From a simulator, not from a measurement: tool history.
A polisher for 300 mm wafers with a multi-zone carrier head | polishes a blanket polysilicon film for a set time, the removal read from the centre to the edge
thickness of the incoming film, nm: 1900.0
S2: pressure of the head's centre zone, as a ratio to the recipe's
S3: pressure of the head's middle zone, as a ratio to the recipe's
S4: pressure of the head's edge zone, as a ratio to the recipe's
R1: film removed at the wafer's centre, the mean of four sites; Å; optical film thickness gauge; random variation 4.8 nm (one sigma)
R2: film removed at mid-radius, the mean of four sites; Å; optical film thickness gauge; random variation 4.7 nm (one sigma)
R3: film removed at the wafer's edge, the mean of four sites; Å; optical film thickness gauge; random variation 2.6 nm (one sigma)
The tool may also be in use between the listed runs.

Run 1, hour 0.0: flow of slurry (ml/min) 270, S2 1.00, S3 1.00, S4 1.00, polishing time (s) 65. Result: R1 7069.2 Å, R2 6864.5 Å, R3 6792.5 Å.
Run 2, hour 6.3: flow of slurry (ml/min) 300, S2 1.00, S3 1.00, S4 1.00, polishing time (s) 65. Result: R1 6971.0 Å, R2 6760.2 Å, R3 6912.3 Å.
Run 3, hour 12.2: flow of slurry (ml/min) 300, S2 1.00, S3 1.08, S4 1.00, polishing time (s) 65. Result: R1 7107.9 Å, R2 7568.7 Å, R3 6922.5 Å.
Run 4, hour 18.5: flow of slurry (ml/min) 295, S2 0.95, S3 1.01, S4 0.96, polishing time (s) 53. Result: R1 5409.9 Å, R2 5878.9 Å, R3 5545.5 Å.
Run 5, hour 19.8: flow of slurry (ml/min) 295, S2 0.95, S3 1.01, S4 0.89, polishing time (s) 53. Result: R1 5527.6 Å, R2 5748.5 Å, R3 5277.6 Å.
Run 6, hour 22.4: flow of slurry (ml/min) 245, S2 0.95, S3 1.01, S4 0.89, polishing time (s) 53. Result: R1 5304.6 Å, R2 5639.4 Å, R3 5231.8 Å.
Run 7, hour 26.6: flow of slurry (ml/min) 230, S2 0.93, S3 0.94, S4 0.89, polishing time (s) 46. Result: R1 4499.8 Å, R2 4511.2 Å, R3 4479.4 Å.

The next listed run, before its measurement:
Run 8, hour 35.5: flow of slurry (ml/min) 190, S2 0.83, S3 0.84, S4 0.89, polishing time (s) 38. Result: R1 ?, R2 ?, R3 ?.

Run 8 gave R1 3283.9 Å, R2 3301.4 Å, R3 3616.9 Å.
